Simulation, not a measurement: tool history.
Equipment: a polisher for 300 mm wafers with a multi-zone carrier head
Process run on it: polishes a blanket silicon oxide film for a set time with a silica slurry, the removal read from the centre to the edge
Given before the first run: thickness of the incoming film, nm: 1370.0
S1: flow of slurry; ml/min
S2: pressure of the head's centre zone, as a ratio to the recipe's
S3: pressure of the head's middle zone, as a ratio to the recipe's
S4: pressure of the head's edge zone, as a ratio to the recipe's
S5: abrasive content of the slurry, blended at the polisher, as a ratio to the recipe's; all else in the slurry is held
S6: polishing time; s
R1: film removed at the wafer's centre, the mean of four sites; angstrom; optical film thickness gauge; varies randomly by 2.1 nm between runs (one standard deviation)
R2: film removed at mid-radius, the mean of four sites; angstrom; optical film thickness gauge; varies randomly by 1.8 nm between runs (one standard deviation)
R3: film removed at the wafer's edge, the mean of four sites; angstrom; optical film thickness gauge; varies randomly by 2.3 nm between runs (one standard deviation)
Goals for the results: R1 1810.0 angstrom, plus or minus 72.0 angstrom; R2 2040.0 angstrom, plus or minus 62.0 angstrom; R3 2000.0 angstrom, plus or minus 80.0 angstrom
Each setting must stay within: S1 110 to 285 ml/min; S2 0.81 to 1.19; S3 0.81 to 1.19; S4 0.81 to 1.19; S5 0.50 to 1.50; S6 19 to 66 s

run 1 hour=0.0 | S1=180 S2=1.00 S3=1.00 S4=1.00 S5=1.00 S6=42 | R1=1483.2 R2=1467.7 R3=1422.1
run 2 hour=4.9 | S1=180 S2=1.00 S3=1.00 S4=1.07 S5=1.00 S6=42 | R1=1494.7 R2=1460.4 R3=1456.6
run 3 hour=13.3 | S1=185 S2=0.99 S3=1.01 S4=1.08 S5=1.05 S6=42 | R1=1491.3 R2=1492.1 R3=1533.9
run 4 hour=18.6 | S1=185 S2=0.99 S3=1.01 S4=1.13 S5=1.05 S6=42 | R1=1518.7 R2=1519.6 R3=1566.6
run 5 hour=25.4 | S1=185 S2=0.99 S3=1.04 S4=1.13 S5=1.05 S6=42 | R1=1489.0 R2=1517.8 R3=1554.8
run 6 hour=32.9 | S1=190 S2=0.99 S3=1.06 S4=1.13 S5=1.10 S6=42 | R1=1554.8 R2=1611.7 R3=1576.0
run 7 hour=35.2 | S1=195 S2=0.98 S3=1.06 S4=1.14 S5=1.15 S6=42 | R1=1525.7 R2=1616.6 R3=1655.7
run 8 hour=39.1 | S1=200 S2=0.99 S3=1.08 S4=1.14 S5=1.20 S6=42 | R1=1624.1 R2=1663.8 R3=1641.1
run 9 hour=46.0 | S1=200 S2=0.89 S3=1.09 S4=1.19 S5=1.45 S6=46 | R1=1646.6 R2=1972.7 R3=1986.0
run 10 hour=50.6 | S1=205 S2=0.90 S3=1.09 S4=1.19 S5=1.45 S6=46 | R1=1697.4 R2=1996.2 R3=1983.6

Which one of the following 4 next-run settings gets every result inside its allowed miss? There is exactly one.
run A hour=55.2 | S1=205 S2=0.94 S3=1.08 S4=1.14 S5=1.50 S6=47 | R1=? R2=? R3=?
run B hour=55.2 | S1=205 S2=0.93 S3=1.19 S4=1.14 S5=1.35 S6=44 | R1=? R2=? R3=?
run C hour=55.2 | S1=210 S2=0.88 S3=1.13 S4=1.16 S5=1.50 S6=46 | R1=? R2=? R3=?
run D hour=55.2 | S1=200 S2=0.90 S3=1.15 S4=1.18 S5=1.50 S6=45 | R1=? R2=? R3=?

move=A R1=1777.7 R2=2021.6 R3=1993.6
move=B R1=1596.6 R2=1993.3 R3=1805.7
move=C R1=1636.0 R2=2064.4 R3=1972.5
move=D R1=1624.2 R2=2035.7 R3=1936.3
A: in spec on every target
B: the biggest miss grows against the last run
C: the biggest miss grows against the last run
D: the biggest miss grows against the last run
Answer: A

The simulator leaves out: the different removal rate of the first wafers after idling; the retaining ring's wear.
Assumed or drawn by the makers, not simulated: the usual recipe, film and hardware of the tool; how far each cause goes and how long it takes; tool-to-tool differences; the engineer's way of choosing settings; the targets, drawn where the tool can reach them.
